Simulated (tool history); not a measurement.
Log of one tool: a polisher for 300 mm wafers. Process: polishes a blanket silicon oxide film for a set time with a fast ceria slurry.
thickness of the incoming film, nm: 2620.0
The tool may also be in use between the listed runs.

run	hour	flow of slurry (ml/min)	pressure of the wafer on the pad (psi)	speed of the pad under the wafer (cm/s)	polishing time (s)	film removed (Å)
1	0	135	2.3	94	76	9725.8
2	5.6	145	2.6	94	76	11003
3	7.9	115	2.6	94	76	10531
4	10.2	115	2.6	94	80	11058
5	11.7	130	2.8	94	80	12221
6	13.1	150	2.8	94	80	12650
7	14.1	150	2.8	94	80	12677
8	16.3	150	2.8	94	80	12448
9	24.8	155	2.9	94	80	12933
10	25.5	160	3	94	80	13615

The next listed run, before its measurement:
11	27.6	165	3.1	94	80	?

{"run 11": {"film removed (Å)": 13931}}
